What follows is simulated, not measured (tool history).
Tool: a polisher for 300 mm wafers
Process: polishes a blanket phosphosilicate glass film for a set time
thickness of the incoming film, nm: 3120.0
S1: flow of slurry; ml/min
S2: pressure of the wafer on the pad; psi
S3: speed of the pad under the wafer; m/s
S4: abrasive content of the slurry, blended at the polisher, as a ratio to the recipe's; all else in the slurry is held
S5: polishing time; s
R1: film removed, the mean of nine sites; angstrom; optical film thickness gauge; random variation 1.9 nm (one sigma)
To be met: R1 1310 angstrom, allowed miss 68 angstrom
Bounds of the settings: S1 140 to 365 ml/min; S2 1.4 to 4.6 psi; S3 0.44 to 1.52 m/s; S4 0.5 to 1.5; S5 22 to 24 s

| run | hour | S1 | S2 | S3 | S4 | S5 | R1 |
|---|---|---|---|---|---|---|---|
| 1 | 0 | 235 | 3 | 0.98 | 1 | 24 | 1716.7 |
| 2 | 6.5 | 235 | 2.8 | 0.98 | 1 | 24 | 1614.2 |
| 3 | 13.9 | 285 | 2.8 | 0.98 | 1 | 24 | 1668.5 |
| 4 | 16.3 | 285 | 2.6 | 0.98 | 1 | 24 | 1558.1 |
| 5 | 23.6 | 285 | 2.5 | 0.98 | 1 | 24 | 1541.2 |
| 6 | 32.4 | 285 | 2.5 | 0.98 | 1.2 | 24 | 1570.7 |
| 7 | 38.3 | 285 | 2.4 | 0.98 | 1.2 | 24 | 1568.7 |
| 8 | 39.8 | 285 | 2.3 | 0.98 | 1.2 | 24 | 1489.3 |
| 9 | 46 | 285 | 2.2 | 0.98 | 1.2 | 24 | 1458.4 |
| 10 | 47.2 | 285 | 2.1 | 0.98 | 1.2 | 24 | 1434.2 |

4 next moves are on the table. One of them brings every result within its allowed miss. Which?
| A | 48.4 | 325 | 2.3 | 1.02 | 1.25 | 23 | ? |
| B | 48.4 | 265 | 2.5 | 1.02 | 1.2 | 22 | ? |
| C | 48.4 | 285 | 2.3 | 0.94 | 1.25 | 24 | ? |
| D | 48.4 | 245 | 2.3 | 0.92 | 1.15 | 23 | ? |

| move | R1 |
|---|---|
| A | 1491.1 |
| B | 1480.1 |
| C | 1442 |
| D | 1304.3 |
A: further off than the last run
B: further off than the last run
C: further off than the last run
D: meets every target
Answer: D
